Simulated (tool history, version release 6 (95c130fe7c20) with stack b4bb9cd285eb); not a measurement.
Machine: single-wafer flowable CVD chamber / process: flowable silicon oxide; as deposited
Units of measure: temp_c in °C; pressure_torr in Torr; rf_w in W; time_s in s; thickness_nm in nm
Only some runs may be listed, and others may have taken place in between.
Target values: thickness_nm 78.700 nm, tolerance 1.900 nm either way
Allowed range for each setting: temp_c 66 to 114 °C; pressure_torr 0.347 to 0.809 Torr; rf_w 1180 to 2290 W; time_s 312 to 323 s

run	hour	temp_c	pressure_torr	rf_w	time_s	thickness_nm
1	0.0	90	0.578	1735	312	167.890
2	4.5	90	0.578	1735	323	173.210
3	10.8	90	0.578	1735	312	166.510
4	19.0	90	0.578	1620	312	164.410
# hour 27.2: capacitance manometer re-zeroed and calibrated
5	27.2	95	0.577	1620	312	145.140
6	35.0	95	0.577	1620	323	150.150
7	41.7	99	0.565	1620	323	126.030
8	47.6	102	0.564	1620	323	112.890
9	48.4	104	0.564	1620	323	104.440

Which of these 5 next moves meets every target?
A	49.2	113	0.557	1640	315	?
B	49.2	100	0.575	1760	319	?
C	49.2	96	0.529	1400	318	?
D	49.2	109	0.456	1580	312	?
E	49.2	109	0.610	1200	312	?

move	thickness_nm
A	72.753
B	125.220
C	123.360
D	68.687
E	78.238
A: takes the result that was furthest off past its target
B: misses by more than the last run did
C: misses by more than the last run did
D: takes the result that was furthest off past its target
E: meets every target
Move E is the one to make.
